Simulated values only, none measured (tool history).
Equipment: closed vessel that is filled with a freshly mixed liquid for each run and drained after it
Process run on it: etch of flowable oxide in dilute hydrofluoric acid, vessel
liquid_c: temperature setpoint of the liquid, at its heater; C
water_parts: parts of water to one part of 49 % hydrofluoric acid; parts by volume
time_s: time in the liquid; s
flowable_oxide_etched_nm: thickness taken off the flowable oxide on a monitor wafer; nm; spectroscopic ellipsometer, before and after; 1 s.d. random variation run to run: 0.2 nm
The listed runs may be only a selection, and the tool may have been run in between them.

run	day	liquid_c	water_parts	time_s	flowable_oxide_etched_nm
1	0	24	105	30	7.7951
2	0.083	24	120	30	6.7242
3	0.254	24	120	30	6.8751
4	0.575	24	95	30	8.81
5	0.617	25	85	30	10.224
6	0.662	25	110	30	7.6762
7	0.917	26	100	30	9.0208
8	0.971	27	90	30	10.408

Run 9 comes next. What will it give?
9	1.125	27.5	80	30	?

flowable_oxide_etched_nm: 12.098 nm
